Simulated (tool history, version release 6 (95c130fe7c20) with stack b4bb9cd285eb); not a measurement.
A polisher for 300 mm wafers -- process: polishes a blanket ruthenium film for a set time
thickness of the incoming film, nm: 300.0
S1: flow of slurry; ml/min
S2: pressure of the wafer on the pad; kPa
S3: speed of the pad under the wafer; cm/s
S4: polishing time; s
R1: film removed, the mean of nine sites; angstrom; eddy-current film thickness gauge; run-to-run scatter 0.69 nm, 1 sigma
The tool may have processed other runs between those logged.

run,day,S1,S2,S3,S4,R1
1,0.000,270,10.3,126,67,779.24
2,0.146,270,11.7,126,67,869.13
3,0.279,270,11.7,148,67,1024.30
4,0.354,270,11.0,148,67,942.70
5,0.512,270,11.0,148,67,962.98
6,0.546,270,9.7,146,67,822.55
7,0.712,270,9.0,146,67,791.37

What will run 8 give?
8,0.825,270,8.3,146,67,?

{"run 8": {"R1": 733.44}}

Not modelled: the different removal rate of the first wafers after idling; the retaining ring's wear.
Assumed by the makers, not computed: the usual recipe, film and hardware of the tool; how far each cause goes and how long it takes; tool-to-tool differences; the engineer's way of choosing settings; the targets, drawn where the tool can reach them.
